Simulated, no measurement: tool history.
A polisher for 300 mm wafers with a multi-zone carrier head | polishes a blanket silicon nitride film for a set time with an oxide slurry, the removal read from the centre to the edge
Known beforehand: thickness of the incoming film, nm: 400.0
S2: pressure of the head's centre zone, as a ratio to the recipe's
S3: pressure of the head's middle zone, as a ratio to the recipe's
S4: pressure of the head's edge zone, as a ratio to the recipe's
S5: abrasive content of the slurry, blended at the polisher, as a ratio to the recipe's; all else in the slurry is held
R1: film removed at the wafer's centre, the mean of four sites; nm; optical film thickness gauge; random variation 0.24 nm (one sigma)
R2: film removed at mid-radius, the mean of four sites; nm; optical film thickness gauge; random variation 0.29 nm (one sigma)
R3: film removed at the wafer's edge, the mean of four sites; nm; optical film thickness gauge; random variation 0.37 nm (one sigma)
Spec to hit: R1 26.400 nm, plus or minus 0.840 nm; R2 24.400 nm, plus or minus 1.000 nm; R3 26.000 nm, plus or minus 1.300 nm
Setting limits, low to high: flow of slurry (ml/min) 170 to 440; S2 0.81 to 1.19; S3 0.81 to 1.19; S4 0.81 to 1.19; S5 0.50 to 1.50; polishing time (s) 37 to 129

Run 1, hour 0.0: flow of slurry (ml/min) 280, S2 1.00, S3 1.00, S4 1.00, S5 1.00, polishing time (s) 83. Result: R1 45.331 nm, R2 45.623 nm, R3 45.755 nm.
Run 2, hour 6.5: flow of slurry (ml/min) 280, S2 1.00, S3 1.00, S4 1.07, S5 1.00, polishing time (s) 83. Result: R1 44.961 nm, R2 45.986 nm, R3 46.853 nm.
Run 3, hour 9.6: flow of slurry (ml/min) 280, S2 1.00, S3 0.98, S4 1.05, S5 0.90, polishing time (s) 78. Result: R1 39.176 nm, R2 39.415 nm, R3 40.857 nm.
Run 4, hour 15.9: flow of slurry (ml/min) 280, S2 1.05, S3 0.98, S4 1.05, S5 0.90, polishing time (s) 78. Result: R1 41.864 nm, R2 39.234 nm, R3 41.095 nm.
Run 5, hour 24.8: flow of slurry (ml/min) 280, S2 1.05, S3 0.98, S4 0.98, S5 0.90, polishing time (s) 78. Result: R1 42.404 nm, R2 39.075 nm, R3 38.226 nm.
Run 6, hour 27.8: flow of slurry (ml/min) 275, S2 1.03, S3 0.95, S4 0.97, S5 0.85, polishing time (s) 77. Result: R1 38.678 nm, R2 36.555 nm, R3 37.330 nm.
Run 7, hour 36.0: flow of slurry (ml/min) 275, S2 1.03, S3 0.95, S4 0.97, S5 0.85, polishing time (s) 77. Result: R1 39.001 nm, R2 36.103 nm, R3 38.078 nm.
Run 8, hour 37.8: flow of slurry (ml/min) 285, S2 1.03, S3 0.95, S4 0.96, S5 0.80, polishing time (s) 74. Result: R1 35.694 nm, R2 33.582 nm, R3 33.326 nm.
Run 9, hour 45.6: flow of slurry (ml/min) 235, S2 0.94, S3 0.85, S4 0.96, S5 0.55, polishing time (s) 72. Result: R1 22.243 nm, R2 20.793 nm, R3 23.241 nm.
Run 10, hour 50.9: flow of slurry (ml/min) 260, S2 0.95, S3 0.85, S4 0.96, S5 0.55, polishing time (s) 72. Result: R1 23.132 nm, R2 21.183 nm, R3 24.241 nm.
Run 11, hour 58.3: flow of slurry (ml/min) 275, S2 0.96, S3 0.86, S4 0.95, S5 0.55, polishing time (s) 72. Result: R1 23.503 nm, R2 21.556 nm, R3 24.281 nm.
Run 12, hour 66.9: flow of slurry (ml/min) 280, S2 0.97, S3 0.87, S4 0.95, S5 0.55, polishing time (s) 72. Result: R1 23.620 nm, R2 21.910 nm, R3 23.889 nm.
Run 13, hour 74.7: flow of slurry (ml/min) 280, S2 0.98, S3 0.88, S4 0.96, S5 0.55, polishing time (s) 72. Result: R1 24.100 nm, R2 21.424 nm, R3 23.802 nm.
Run 14, hour 83.1: flow of slurry (ml/min) 280, S2 0.98, S3 0.89, S4 0.96, S5 0.55, polishing time (s) 72. Result: R1 23.861 nm, R2 22.208 nm, R3 23.696 nm.
Run 15, hour 84.6: flow of slurry (ml/min) 280, S2 0.99, S3 0.89, S4 0.97, S5 0.55, polishing time (s) 72. Result: R1 24.157 nm, R2 22.217 nm, R3 23.320 nm.
Run 16, hour 88.2: flow of slurry (ml/min) 280, S2 0.99, S3 0.89, S4 0.96, S5 0.55, polishing time (s) 72. Result: R1 24.134 nm, R2 22.168 nm, R3 23.535 nm.
Run 17, hour 89.9: flow of slurry (ml/min) 285, S2 0.99, S3 0.89, S4 0.96, S5 0.55, polishing time (s) 72. Result: R1 24.461 nm, R2 22.772 nm, R3 23.767 nm.
Run 18, hour 94.7: flow of slurry (ml/min) 285, S2 0.99, S3 0.89, S4 0.97, S5 0.55, polishing time (s) 72. Result: R1 24.012 nm, R2 21.906 nm, R3 24.049 nm.
Run 19, hour 101.9: flow of slurry (ml/min) 290, S2 0.99, S3 0.90, S4 0.97, S5 0.55, polishing time (s) 72. Result: R1 24.258 nm, R2 22.814 nm, R3 24.445 nm.
Run 20, hour 109.5: flow of slurry (ml/min) 295, S2 1.00, S3 0.90, S4 0.98, S5 0.55, polishing time (s) 72. Result: R1 23.898 nm, R2 22.372 nm, R3 23.952 nm.
Run 21, hour 113.4: flow of slurry (ml/min) 290, S2 1.02, S3 0.91, S4 0.99, S5 0.75, polishing time (s) 73. Result: R1 33.438 nm, R2 31.148 nm, R3 32.808 nm.
Run 22, hour 118.8: flow of slurry (ml/min) 270, S2 1.01, S3 0.91, S4 0.97, S5 0.75, polishing time (s) 73. Result: R1 33.253 nm, R2 30.543 nm, R3 32.943 nm.
Run 23, hour 122.3: flow of slurry (ml/min) 255, S2 1.00, S3 0.91, S4 0.95, S5 0.75, polishing time (s) 74. Result: R1 32.627 nm, R2 30.660 nm, R3 33.084 nm.
Run 24, hour 126.4: flow of slurry (ml/min) 280, S2 0.99, S3 0.90, S4 0.96, S5 0.75, polishing time (s) 74. Result: R1 33.161 nm, R2 30.446 nm, R3 32.399 nm.

Which one of the following 4 next-run settings gets every result inside its allowed miss? There is exactly one.
Run A, hour 130.5: flow of slurry (ml/min) 220, S2 1.04, S3 0.81, S4 1.00, S5 0.65, polishing time (s) 67. Result: R1 ?, R2 ?, R3 ?.
Run B, hour 130.5: flow of slurry (ml/min) 345, S2 0.98, S3 0.96, S4 0.88, S5 0.70, polishing time (s) 63. Result: R1 ?, R2 ?, R3 ?.
Run C, hour 130.5: flow of slurry (ml/min) 380, S2 1.04, S3 0.89, S4 0.88, S5 0.55, polishing time (s) 69. Result: R1 ?, R2 ?, R3 ?.
Run D, hour 130.5: flow of slurry (ml/min) 350, S2 0.97, S3 0.88, S4 0.93, S5 0.70, polishing time (s) 63. Result: R1 ?, R2 ?, R3 ?.

move      R1      R2      R3
   A  26.261  22.107  26.813
   B  26.384  26.771  26.396
   C  24.433  22.076  23.172
   D  26.169  24.930  27.044
A: the furthest-off result lands on target, but another misses its tolerance
B: the furthest-off result lands on target, but another misses its tolerance
C: the result that was furthest off in the last run now lies on the other side of its target
D: meets every target
Move D is the one to make.
